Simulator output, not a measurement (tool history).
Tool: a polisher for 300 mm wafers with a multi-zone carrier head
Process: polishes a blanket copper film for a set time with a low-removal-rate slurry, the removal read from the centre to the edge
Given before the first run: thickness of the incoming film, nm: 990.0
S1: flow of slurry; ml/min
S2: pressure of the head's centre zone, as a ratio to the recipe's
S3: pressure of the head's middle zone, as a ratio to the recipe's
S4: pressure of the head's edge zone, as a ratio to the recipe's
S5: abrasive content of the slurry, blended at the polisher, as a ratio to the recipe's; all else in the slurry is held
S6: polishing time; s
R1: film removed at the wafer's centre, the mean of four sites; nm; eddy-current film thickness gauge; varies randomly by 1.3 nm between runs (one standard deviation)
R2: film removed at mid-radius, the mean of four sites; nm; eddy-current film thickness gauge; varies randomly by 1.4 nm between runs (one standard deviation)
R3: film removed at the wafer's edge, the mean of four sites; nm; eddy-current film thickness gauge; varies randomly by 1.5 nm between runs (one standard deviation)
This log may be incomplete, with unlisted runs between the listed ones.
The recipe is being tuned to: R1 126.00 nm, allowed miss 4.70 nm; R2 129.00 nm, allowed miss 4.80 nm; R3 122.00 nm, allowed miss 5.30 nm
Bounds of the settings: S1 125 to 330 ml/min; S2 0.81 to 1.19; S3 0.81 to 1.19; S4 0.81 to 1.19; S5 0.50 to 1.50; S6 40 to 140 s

| run | hour | S1 | S2 | S3 | S4 | S5 | S6 | R1 | R2 | R3 |
|---|---|---|---|---|---|---|---|---|---|---|
| 1 | 0.0 | 210 | 1.00 | 1.00 | 1.00 | 1.00 | 90 | 202.01 | 192.02 | 213.42 |
| 2 | 1.7 | 260 | 1.00 | 1.00 | 1.00 | 1.00 | 90 | 209.87 | 200.77 | 216.30 |
| 3 | 7.5 | 260 | 0.94 | 1.00 | 1.00 | 1.00 | 90 | 196.12 | 197.84 | 218.34 |
| 4 | 13.5 | 260 | 0.94 | 1.00 | 1.07 | 1.00 | 90 | 198.33 | 194.06 | 220.12 |
| 5 | 19.9 | 280 | 0.97 | 1.03 | 1.04 | 0.85 | 76 | 168.30 | 171.26 | 184.57 |
| 6 | 24.7 | 280 | 0.97 | 1.03 | 1.01 | 0.85 | 76 | 169.17 | 164.69 | 181.02 |
| 7 | 32.4 | 295 | 0.98 | 1.08 | 0.96 | 0.75 | 68 | 150.21 | 156.90 | 158.11 |
| 8 | 33.4 | 295 | 0.98 | 1.08 | 0.96 | 0.75 | 68 | 151.59 | 157.12 | 151.08 |
| 9 | 40.8 | 285 | 0.97 | 1.06 | 0.92 | 0.65 | 67 | 143.81 | 148.13 | 148.00 |
| 10 | 41.9 | 275 | 1.03 | 1.13 | 0.87 | 0.50 | 50 | 111.27 | 111.81 | 101.83 |
| 11 | 47.9 | 275 | 1.03 | 1.13 | 0.87 | 0.50 | 50 | 110.42 | 112.65 | 102.63 |
| 12 | 51.0 | 285 | 1.03 | 1.13 | 0.90 | 0.55 | 50 | 109.96 | 112.94 | 105.46 |
| 13 | 54.8 | 290 | 1.02 | 1.11 | 0.89 | 0.65 | 51 | 113.65 | 117.44 | 109.74 |
| 14 | 58.3 | 295 | 1.03 | 1.11 | 0.91 | 0.70 | 52 | 119.95 | 120.23 | 114.21 |
|  | 66.8 | edge zone pressure recalibrated |
| 15 | 66.8 | 300 | 1.03 | 1.11 | 0.92 | 0.75 | 52 | 123.45 | 121.92 | 111.27 |
| 16 | 73.5 | 305 | 1.02 | 1.10 | 0.93 | 0.75 | 52 | 122.59 | 119.69 | 113.14 |
| 17 | 76.8 | 310 | 1.01 | 1.10 | 0.94 | 0.80 | 53 | 123.41 | 124.81 | 112.16 |

Pick the move, out of 4, that brings all results within their allowed miss; only one does.
| A | 80.1 | 275 | 1.00 | 1.10 | 0.96 | 0.65 | 57 | ? | ? | ? |
| B | 80.1 | 315 | 1.03 | 1.13 | 0.95 | 0.65 | 52 | ? | ? | ? |
| C | 80.1 | 330 | 1.14 | 1.19 | 0.81 | 1.05 | 47 | ? | ? | ? |
| D | 80.1 | 330 | 1.03 | 1.19 | 0.97 | 1.30 | 47 | ? | ? | ? |

| move | R1 | R2 | R3 |
|---|---|---|---|
| A | 124.24 | 127.11 | 120.96 |
| B | 118.57 | 120.28 | 110.91 |
| C | 128.02 | 122.45 | 100.32 |
| D | 119.76 | 126.92 | 112.84 |
A: meets every target
B: misses by more than the last run did
C: misses by more than the last run did
D: nearer than the last run, and not there yet
Move A is the one to make.
